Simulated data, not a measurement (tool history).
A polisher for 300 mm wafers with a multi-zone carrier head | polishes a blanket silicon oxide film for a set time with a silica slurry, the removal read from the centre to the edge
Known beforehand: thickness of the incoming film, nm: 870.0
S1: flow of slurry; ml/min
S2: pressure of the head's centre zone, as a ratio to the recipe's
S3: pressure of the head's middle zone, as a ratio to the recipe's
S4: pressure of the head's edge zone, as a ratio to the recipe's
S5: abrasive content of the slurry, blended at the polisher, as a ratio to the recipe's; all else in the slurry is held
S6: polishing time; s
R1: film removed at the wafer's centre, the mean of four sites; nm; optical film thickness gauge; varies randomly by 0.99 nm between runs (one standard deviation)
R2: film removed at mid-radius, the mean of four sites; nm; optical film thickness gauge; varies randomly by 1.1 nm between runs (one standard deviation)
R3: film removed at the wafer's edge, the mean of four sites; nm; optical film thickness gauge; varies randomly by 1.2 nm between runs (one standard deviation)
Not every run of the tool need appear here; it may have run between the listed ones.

{"run": 1, "hour": 0.0, "S1": 270, "S2": 1, "S3": 1, "S4": 1, "S5": 1, "S6": 31, "R1": 133.16, "R2": 132.73, "R3": 132.32}
{"run": 2, "hour": 6.3, "S1": 270, "S2": 1, "S3": 0.97, "S4": 0.99, "S5": 0.9, "S6": 30, "R1": 119.98, "R2": 120.65, "R3": 120.96}
{"run": 3, "hour": 14.9, "S1": 265, "S2": 1.02, "S3": 0.94, "S4": 0.99, "S5": 0.8, "S6": 29, "R1": 112.53, "R2": 102.31, "R3": 110.49}
{"run": 4, "hour": 23.2, "S1": 265, "S2": 0.97, "S3": 0.94, "S4": 0.99, "S5": 0.8, "S6": 29, "R1": 107.48, "R2": 102.77, "R3": 110.69}
{"run": 5, "hour": 24.2, "S1": 265, "S2": 0.97, "S3": 0.93, "S4": 0.97, "S5": 0.75, "S6": 29, "R1": 104.56, "R2": 98.762, "R3": 107.28}
{"run": 6, "hour": 30.0, "S1": 265, "S2": 0.97, "S3": 0.92, "S4": 0.95, "S5": 0.7, "S6": 29, "R1": 99.289, "R2": 95.108, "R3": 99.108}
{"run": 7, "hour": 33.4, "S1": 260, "S2": 0.96, "S3": 0.9, "S4": 0.94, "S5": 0.65, "S6": 29, "R1": 94.53, "R2": 86.563, "R3": 96.533}
{"run": 8, "hour": 37.2, "S1": 260, "S2": 0.96, "S3": 0.9, "S4": 0.94, "S5": 0.65, "S6": 29, "R1": 94.782, "R2": 87.772, "R3": 95.911}
{"run": 9, "hour": 41.7, "S1": 255, "S2": 0.95, "S3": 0.89, "S4": 0.92, "S5": 0.65, "S6": 29, "R1": 92.532, "R2": 86.129, "R3": 95.394}
{"run": 10, "hour": 44.2, "S1": 255, "S2": 0.95, "S3": 0.88, "S4": 0.91, "S5": 0.65, "S6": 29, "R1": 94.3, "R2": 86.522, "R3": 95.387}
{"run": 11, "hour": 49.6, "S1": 255, "S2": 0.95, "S3": 0.87, "S4": 0.9, "S5": 0.6, "S6": 29, "R1": 91.042, "R2": 81.184, "R3": 88.271}
{"run": 12, "hour": 50.3, "S1": 250, "S2": 0.94, "S3": 0.86, "S4": 0.9, "S5": 0.6, "S6": 29, "R1": 87.947, "R2": 81.19, "R3": 88.582}

Predict the results of run 13:
{"run": 13, "hour": 50.9, "S1": 245, "S2": 0.94, "S3": 0.85, "S4": 0.9, "S5": 0.6, "S6": 29, "R1": "?", "R2": "?", "R3": "?"}

{"run 13": {"R1": 85.524, "R2": 81.869, "R3": 88.904}}
